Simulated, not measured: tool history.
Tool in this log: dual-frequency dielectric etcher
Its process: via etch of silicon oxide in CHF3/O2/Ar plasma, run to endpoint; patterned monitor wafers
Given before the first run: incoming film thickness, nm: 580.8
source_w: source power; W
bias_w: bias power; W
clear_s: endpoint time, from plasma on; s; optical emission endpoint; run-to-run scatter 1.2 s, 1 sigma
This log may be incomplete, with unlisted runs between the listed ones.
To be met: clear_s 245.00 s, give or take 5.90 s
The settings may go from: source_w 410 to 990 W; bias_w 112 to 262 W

| run | hour | source_w | bias_w | clear_s |
|---|---|---|---|---|
| 1 | 0.0 | 700 | 187 | 280.25 |
| 2 | 2.6 | 730 | 189 | 276.00 |
| 3 | 4.7 | 620 | 189 | 296.74 |
| 4 | 11.9 | 540 | 189 | 310.51 |
| 5 | 17.1 | 540 | 159 | 326.05 |
| 6 | 20.1 | 420 | 159 | 366.72 |
| 7 | 27.9 | 420 | 159 | 366.83 |
| 8 | 31.5 | 480 | 162 | 341.82 |

Below are 5 possible settings for the next run. Only one of them brings all results inside the allowed miss of their targets. Which is it?
| A | 35.1 | 990 | 223 | ? |
| B | 35.1 | 410 | 122 | ? |
| C | 35.1 | 740 | 215 | ? |
| D | 35.1 | 900 | 207 | ? |
| E | 35.1 | 880 | 248 | ? |

| move | clear_s |
|---|---|
| A | 231.52 |
| B | 392.52 |
| C | 263.01 |
| D | 245.75 |
| E | 235.15 |
A: the result that was furthest off in the last run now lies on the other side of its target
B: the biggest miss grows against the last run
C: moves toward the targets from the last run without getting all of them in spec
D: every result lands within tolerance
E: the result that was furthest off in the last run now lies on the other side of its target
D is the move that brings every result within its allowed miss.
